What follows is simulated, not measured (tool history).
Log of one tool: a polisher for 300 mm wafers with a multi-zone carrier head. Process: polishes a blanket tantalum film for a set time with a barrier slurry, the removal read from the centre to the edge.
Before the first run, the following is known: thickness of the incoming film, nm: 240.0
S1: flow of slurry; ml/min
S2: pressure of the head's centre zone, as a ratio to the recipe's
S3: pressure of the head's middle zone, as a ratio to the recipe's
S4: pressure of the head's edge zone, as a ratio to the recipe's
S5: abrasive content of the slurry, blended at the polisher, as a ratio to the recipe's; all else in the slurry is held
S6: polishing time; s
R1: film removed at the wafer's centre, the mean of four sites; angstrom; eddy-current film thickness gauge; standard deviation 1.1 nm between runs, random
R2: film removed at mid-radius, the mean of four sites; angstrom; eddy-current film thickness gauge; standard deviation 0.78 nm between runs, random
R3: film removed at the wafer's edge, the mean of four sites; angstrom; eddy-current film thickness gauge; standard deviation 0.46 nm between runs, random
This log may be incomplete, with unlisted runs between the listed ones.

run 1 hour=0.0 | S1=200 S2=1.00 S3=1.00 S4=1.00 S5=1.00 S6=65 | R1=570.30 R2=628.22 R3=618.80
run 2 hour=4.6 | S1=200 S2=1.00 S3=1.00 S4=1.00 S5=1.15 S6=65 | R1=580.17 R2=638.78 R3=635.26
run 3 hour=8.0 | S1=205 S2=1.02 S3=1.00 S4=1.01 S5=1.15 S6=65 | R1=584.99 R2=650.15 R3=643.13
run 4 hour=15.5 | S1=255 S2=1.02 S3=1.00 S4=1.01 S5=1.15 S6=65 | R1=593.11 R2=662.44 R3=643.80
run 5 hour=16.5 | S1=255 S2=1.04 S3=0.99 S4=1.01 S5=1.20 S6=65 | R1=623.29 R2=651.82 R3=651.62
-- hour=22.3 centre zone pressure recalibrated
run 6 hour=22.3 | S1=255 S2=1.06 S3=0.99 S4=1.02 S5=1.25 S6=65 | R1=720.63 R2=671.71 R3=663.80
run 7 hour=29.4 | S1=255 S2=1.06 S3=0.99 S4=1.03 S5=1.25 S6=65 | R1=709.54 R2=659.86 R3=670.62
run 8 hour=33.9 | S1=255 S2=1.06 S3=0.99 S4=1.04 S5=1.25 S6=65 | R1=725.41 R2=660.58 R3=672.35
run 9 hour=35.3 | S1=255 S2=1.06 S3=0.99 S4=1.05 S5=1.25 S6=65 | R1=728.03 R2=662.62 R3=669.37
run 10 hour=42.7 | S1=255 S2=1.05 S3=0.99 S4=1.06 S5=1.25 S6=65 | R1=726.06 R2=654.89 R3=670.98

What will run 11 give?
run 11 hour=46.1 | S1=255 S2=1.04 S3=0.99 S4=1.06 S5=1.25 S6=65 | R1=? R2=? R3=?

{"run 11": {"R1": 704.48, "R2": 665.47, "R3": 667.77}}

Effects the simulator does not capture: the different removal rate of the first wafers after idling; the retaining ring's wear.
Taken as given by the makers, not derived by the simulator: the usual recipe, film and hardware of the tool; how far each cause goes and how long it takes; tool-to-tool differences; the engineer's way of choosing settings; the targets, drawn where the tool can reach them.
